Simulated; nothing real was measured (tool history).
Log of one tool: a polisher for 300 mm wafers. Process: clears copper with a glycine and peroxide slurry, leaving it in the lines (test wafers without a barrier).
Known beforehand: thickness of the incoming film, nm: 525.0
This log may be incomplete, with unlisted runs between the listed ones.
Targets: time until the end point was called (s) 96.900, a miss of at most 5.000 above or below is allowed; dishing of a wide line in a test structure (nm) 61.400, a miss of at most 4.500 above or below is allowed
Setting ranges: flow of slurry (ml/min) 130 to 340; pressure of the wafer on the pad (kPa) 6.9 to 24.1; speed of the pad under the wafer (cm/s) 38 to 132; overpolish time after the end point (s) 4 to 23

run	hour	flow of slurry (ml/min)	pressure of the wafer on the pad (kPa)	speed of the pad under the wafer (cm/s)	overpolish time after the end point (s)	time until the end point was called (s)	dishing of a wide line in a test structure (nm)
1	0.0	220	15.2	84	12	172.020	26.147
2	8.2	220	16.5	88	13	155.170	31.359
3	13.8	220	17.9	90	14	145.130	35.868
4	22.1	220	19.3	94	14	133.790	37.830
5	28.2	220	23.4	94	14	112.330	45.680
6	33.0	220	24.1	94	14	108.950	46.870
7	41.1	220	24.1	96	14	107.330	49.134
8	46.1	220	24.1	98	14	106.880	47.726
9	47.0	220	24.1	100	14	102.800	46.872
10	55.1	220	24.1	102	15	101.370	54.384
11	60.5	220	24.1	104	16	100.180	56.751

Pick the move, out of 5, that brings all results within their allowed miss; only one does.
A	65.9	205	24.1	122	13	?	?
B	65.9	220	24.1	108	14	?	?
C	65.9	225	24.1	120	15	?	?
D	65.9	190	23.4	128	12	?	?
E	65.9	255	23.4	110	17	?	?

move	time until the end point was called (s)	dishing of a wide line in a test structure (nm)
A	86.386	53.456
B	95.312	52.456
C	86.748	60.172
D	85.718	50.128
E	94.741	62.092
A: lands further from the targets than the last run did
B: lands further from the targets than the last run did
C: puts the biggest miss on target and leaves a different result outside tolerance
D: lands further from the targets than the last run did
E: meets every target
So the answer is move E, the one that meets all the targets.
